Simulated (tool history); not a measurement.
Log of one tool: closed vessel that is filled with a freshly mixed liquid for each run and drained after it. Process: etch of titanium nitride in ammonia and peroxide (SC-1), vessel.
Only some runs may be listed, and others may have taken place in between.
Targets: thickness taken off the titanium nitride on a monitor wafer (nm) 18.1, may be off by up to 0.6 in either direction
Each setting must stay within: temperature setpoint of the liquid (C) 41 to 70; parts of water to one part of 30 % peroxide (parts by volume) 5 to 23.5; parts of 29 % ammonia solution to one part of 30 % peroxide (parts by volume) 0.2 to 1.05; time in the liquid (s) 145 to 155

| run | hour | temperature setpoint of the liquid (C) | parts of water to one part of 30 % peroxide (parts by volume) | parts of 29 % ammonia solution to one part of 30 % peroxide (parts by volume) | time in the liquid (s) | thickness taken off the titanium nitride on a monitor wafer (nm) |
|---|---|---|---|---|---|---|
| 1 | 0 | 57 | 13 | 0.55 | 145 | 9.6807 |
| 2 | 0.7 | 57 | 15.5 | 0.55 | 145 | 8.8413 |
| 3 | 8.3 | 58.5 | 15.5 | 0.55 | 145 | 9.7423 |
| 4 | 10.4 | 58.5 | 15.5 | 0.55 | 145 | 9.7535 |
| 5 | 19.2 | 58.5 | 15.5 | 0.35 | 145 | 8.9768 |
| 6 | 21.8 | 58.5 | 15.5 | 0.35 | 145 | 8.967 |
| 7 | 29.2 | 60 | 15.5 | 0.35 | 145 | 9.9406 |
|  | 34.5 | ammonia flow meter replaced |
| 8 | 34.5 | 61 | 15.5 | 0.35 | 145 | 10.843 |

Which one of the following 5 next-run settings gets every result inside its allowed miss? There is exactly one.
| A | 39.8 | 67 | 15 | 0.45 | 155 | ? |
| B | 39.8 | 65.5 | 15.5 | 0.35 | 155 | ? |
| C | 39.8 | 69 | 12 | 0.45 | 155 | ? |
| D | 39.8 | 53.5 | 16.5 | 0.35 | 145 | ? |
| E | 39.8 | 61.5 | 15 | 0.35 | 155 | ? |

| move | thickness taken off the titanium nitride on a monitor wafer (nm) |
|---|---|
| A | 17.995 |
| B | 15.343 |
| C | 23.01 |
| D | 6.297 |
| E | 12.084 |
A: in spec on every target
B: nearer the targets than the last run, but a result is still out of spec
C: carries the result that was furthest off beyond its target, to the other side
D: misses by more than the last run did
E: nearer the targets than the last run, but a result is still out of spec
The move that meets every target is A.

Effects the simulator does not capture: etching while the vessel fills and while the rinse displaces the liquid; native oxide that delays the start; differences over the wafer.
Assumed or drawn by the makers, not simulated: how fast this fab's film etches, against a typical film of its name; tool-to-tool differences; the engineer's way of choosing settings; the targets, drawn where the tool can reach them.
